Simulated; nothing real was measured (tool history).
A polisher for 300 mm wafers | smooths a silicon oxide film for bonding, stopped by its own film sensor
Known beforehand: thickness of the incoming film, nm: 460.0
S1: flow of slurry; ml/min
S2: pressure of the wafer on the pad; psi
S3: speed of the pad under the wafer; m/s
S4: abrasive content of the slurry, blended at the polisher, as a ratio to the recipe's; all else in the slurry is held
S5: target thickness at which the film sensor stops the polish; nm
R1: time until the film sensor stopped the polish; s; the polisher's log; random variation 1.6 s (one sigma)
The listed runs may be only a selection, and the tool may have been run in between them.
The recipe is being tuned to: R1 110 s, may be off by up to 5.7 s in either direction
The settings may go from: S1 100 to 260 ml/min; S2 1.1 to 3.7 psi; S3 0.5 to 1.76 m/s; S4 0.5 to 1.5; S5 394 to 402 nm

| run | hour | S1 | S2 | S3 | S4 | S5 | R1 |
|---|---|---|---|---|---|---|---|
| 1 | 0 | 165 | 2.4 | 1.12 | 1 | 394 | 76.823 |
| 2 | 8.8 | 165 | 2.2 | 1.1 | 1 | 394 | 83.627 |
| 3 | 10.8 | 200 | 2.2 | 1.1 | 1 | 394 | 80.192 |
| 4 | 18.6 | 200 | 2.2 | 1.1 | 0.85 | 394 | 90.873 |
| 5 | 20.3 | 225 | 2.2 | 1.1 | 0.85 | 394 | 89.774 |
| 6 | 25.6 | 260 | 2.2 | 1.1 | 0.85 | 394 | 87.91 |
| 7 | 29.3 | 260 | 2.1 | 1.1 | 0.85 | 394 | 91.378 |
| 8 | 37.4 | 260 | 2 | 1.1 | 0.85 | 394 | 94.545 |

Pick the move, out of 4, that brings all results within their allowed miss; only one does.
| A | 45.5 | 260 | 2.4 | 0.98 | 0.95 | 398 | ? |
| B | 45.5 | 250 | 1.7 | 1.02 | 0.8 | 394 | ? |
| C | 45.5 | 260 | 1.5 | 1.62 | 0.6 | 400 | ? |
| D | 45.5 | 260 | 2.6 | 1 | 0.7 | 394 | ? |

| move | R1 |
|---|---|
| A | 77.784 |
| B | 118.14 |
| C | 107.69 |
| D | 98.138 |
A: lands further from the targets than the last run did
B: the result that was furthest off in the last run now lies on the other side of its target
C: every result within its allowed miss
D: closes in on the targets versus the last run, not all within tolerance yet
C is the move that brings every result within its allowed miss.
